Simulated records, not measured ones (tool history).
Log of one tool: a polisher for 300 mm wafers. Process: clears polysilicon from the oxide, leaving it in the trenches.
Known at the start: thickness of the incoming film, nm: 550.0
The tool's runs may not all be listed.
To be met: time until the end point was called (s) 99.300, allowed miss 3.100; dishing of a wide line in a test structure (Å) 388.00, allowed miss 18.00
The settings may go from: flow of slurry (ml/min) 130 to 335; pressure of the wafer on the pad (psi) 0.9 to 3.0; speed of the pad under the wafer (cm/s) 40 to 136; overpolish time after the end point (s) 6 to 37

run	hour	flow of slurry (ml/min)	pressure of the wafer on the pad (psi)	speed of the pad under the wafer (cm/s)	overpolish time after the end point (s)	time until the end point was called (s)	dishing of a wide line in a test structure (Å)
1	0.0	215	1.9	88	19	64.585	423.88
2	6.2	195	1.9	88	19	64.323	426.29
3	13.9	195	1.8	88	18	68.052	430.68
4	17.5	195	2.2	88	18	58.351	426.60
5	20.8	200	2.1	88	17	60.398	422.20
6	22.0	145	2.1	88	17	62.864	416.45
7	27.2	145	2.0	88	16	65.136	415.02
8	32.9	145	2.0	88	16	64.757	416.83
9	34.9	145	1.9	88	15	67.047	416.69
10	36.0	145	1.8	86	14	72.080	398.35

5 next moves are on the table. One of them brings every result within its allowed miss. Which?
A	37.1	195	1.5	66	19	?	?
B	37.1	140	1.4	86	18	?	?
C	37.1	140	2.2	92	11	?	?
D	37.1	155	1.4	58	18	?	?
E	37.1	135	1.1	78	28	?	?

move	time until the end point was called (s)	dishing of a wide line in a test structure (Å)
A	102.070	401.54
B	88.309	410.94
C	59.858	400.12
D	124.610	369.78
E	113.810	426.80
A: meets every target
B: nearer than the last run, and not there yet
C: further off than the last run
D: takes the result that was furthest off past its target
E: takes the result that was furthest off past its target
Move A is the one to make.
